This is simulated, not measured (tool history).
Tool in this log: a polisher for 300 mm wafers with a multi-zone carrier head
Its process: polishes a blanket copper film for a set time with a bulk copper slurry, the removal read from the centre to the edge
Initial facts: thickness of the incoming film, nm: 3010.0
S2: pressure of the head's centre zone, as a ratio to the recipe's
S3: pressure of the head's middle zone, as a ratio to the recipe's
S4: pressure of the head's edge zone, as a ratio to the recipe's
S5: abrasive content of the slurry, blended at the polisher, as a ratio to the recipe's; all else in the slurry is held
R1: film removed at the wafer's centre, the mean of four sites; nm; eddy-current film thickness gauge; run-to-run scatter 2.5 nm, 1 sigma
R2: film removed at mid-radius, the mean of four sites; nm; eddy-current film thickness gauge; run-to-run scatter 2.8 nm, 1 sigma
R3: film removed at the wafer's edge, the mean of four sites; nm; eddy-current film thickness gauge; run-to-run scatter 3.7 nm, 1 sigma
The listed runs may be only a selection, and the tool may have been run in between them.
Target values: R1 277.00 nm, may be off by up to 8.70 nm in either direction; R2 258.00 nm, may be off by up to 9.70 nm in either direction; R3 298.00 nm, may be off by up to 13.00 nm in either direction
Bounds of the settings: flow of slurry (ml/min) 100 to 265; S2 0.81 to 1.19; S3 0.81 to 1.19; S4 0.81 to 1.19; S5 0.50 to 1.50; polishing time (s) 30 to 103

Run 1, hour 0.0: flow of slurry (ml/min) 170, S2 1.00, S3 1.00, S4 1.00, S5 1.00, polishing time (s) 66. Result: R1 342.91 nm, R2 328.63 nm, R3 329.94 nm.
Run 2, hour 2.8: flow of slurry (ml/min) 170, S2 1.00, S3 1.00, S4 1.00, S5 1.20, polishing time (s) 66. Result: R1 365.98 nm, R2 344.44 nm, R3 356.24 nm.
Run 3, hour 10.8: flow of slurry (ml/min) 155, S2 0.96, S3 0.94, S4 0.99, S5 1.10, polishing time (s) 65. Result: R1 336.69 nm, R2 312.71 nm, R3 343.87 nm.
Run 4, hour 11.4: flow of slurry (ml/min) 155, S2 0.96, S3 0.94, S4 0.99, S5 1.25, polishing time (s) 65. Result: R1 351.39 nm, R2 319.94 nm, R3 350.40 nm.
Run 5, hour 13.3: flow of slurry (ml/min) 155, S2 0.96, S3 0.94, S4 0.99, S5 1.25, polishing time (s) 72. Result: R1 386.25 nm, R2 359.93 nm, R3 382.15 nm.
Run 6, hour 21.6: flow of slurry (ml/min) 155, S2 0.96, S3 0.94, S4 0.99, S5 1.35, polishing time (s) 72. Result: R1 389.23 nm, R2 374.83 nm, R3 397.11 nm.
Run 7, hour 30.6: flow of slurry (ml/min) 115, S2 0.86, S3 0.85, S4 0.98, S5 1.10, polishing time (s) 66. Result: R1 295.53 nm, R2 280.15 nm, R3 328.54 nm.
Run 8, hour 37.3: flow of slurry (ml/min) 115, S2 0.86, S3 0.84, S4 0.95, S5 1.05, polishing time (s) 66. Result: R1 290.56 nm, R2 277.78 nm, R3 318.02 nm.
Run 9, hour 42.6: flow of slurry (ml/min) 115, S2 0.86, S3 0.83, S4 0.94, S5 1.00, polishing time (s) 66. Result: R1 291.93 nm, R2 269.61 nm, R3 313.19 nm.
Run 10, hour 49.1: flow of slurry (ml/min) 105, S2 0.83, S3 0.82, S4 0.90, S5 0.90, polishing time (s) 65. Result: R1 262.35 nm, R2 249.52 nm, R3 285.01 nm.

Of the 4 settings listed for the next run, only one would bring every result within its allowed miss of target. Which one?
Run A, hour 55.6: flow of slurry (ml/min) 120, S2 0.95, S3 0.95, S4 0.81, S5 0.80, polishing time (s) 60. Result: R1 ?, R2 ?, R3 ?.
Run B, hour 55.6: flow of slurry (ml/min) 105, S2 0.82, S3 0.87, S4 0.87, S5 0.95, polishing time (s) 62. Result: R1 ?, R2 ?, R3 ?.
Run C, hour 55.6: flow of slurry (ml/min) 145, S2 0.82, S3 0.81, S4 0.90, S5 0.95, polishing time (s) 64. Result: R1 ?, R2 ?, R3 ?.
Run D, hour 55.6: flow of slurry (ml/min) 120, S2 0.88, S3 0.83, S4 0.86, S5 0.95, polishing time (s) 60. Result: R1 ?, R2 ?, R3 ?.

move      R1      R2      R3
   A  256.98  253.58  248.38
   B  247.25  253.46  276.31
   C  271.01  261.26  300.94
   D  257.84  242.04  270.53
A: its largest miss is bigger than the last run's
B: its largest miss is bigger than the last run's
C: all results in spec
D: its largest miss is bigger than the last run's
Move C is the one to make.
